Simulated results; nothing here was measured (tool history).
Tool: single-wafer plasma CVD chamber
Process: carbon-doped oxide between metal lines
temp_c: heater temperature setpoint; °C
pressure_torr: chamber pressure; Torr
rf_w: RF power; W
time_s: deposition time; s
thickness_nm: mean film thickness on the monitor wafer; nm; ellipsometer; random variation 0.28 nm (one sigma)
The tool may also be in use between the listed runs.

| run | hour | temp_c | pressure_torr | rf_w | time_s | thickness_nm |
|---|---|---|---|---|---|---|
| 1 | 0 | 335 | 4.16 | 555 | 13.6 | 74.335 |
| 2 | 6.9 | 344 | 4.16 | 555 | 13.6 | 71.675 |
| 3 | 15.2 | 344 | 4.43 | 555 | 13.6 | 73.29 |
| 4 | 19.3 | 345 | 4.14 | 535 | 13.6 | 69.896 |
| 5 | 25.6 | 346 | 3.91 | 520 | 13.6 | 67.477 |
| 6 | 27.2 | 346 | 4.64 | 520 | 13.6 | 69.873 |
| 7 | 31.4 | 347 | 4.43 | 505 | 13.6 | 67.973 |
| 8 | 35.4 | 348 | 4.24 | 495 | 13.6 | 66.586 |
| 9 | 40.7 | 348 | 4.24 | 495 | 13.6 | 65.327 |

Run 10 comes next. What will it give?
| 10 | 45 | 349 | 4.11 | 490 | 13.6 | ? |

Run 10 gave thickness_nm 64.569 nm.
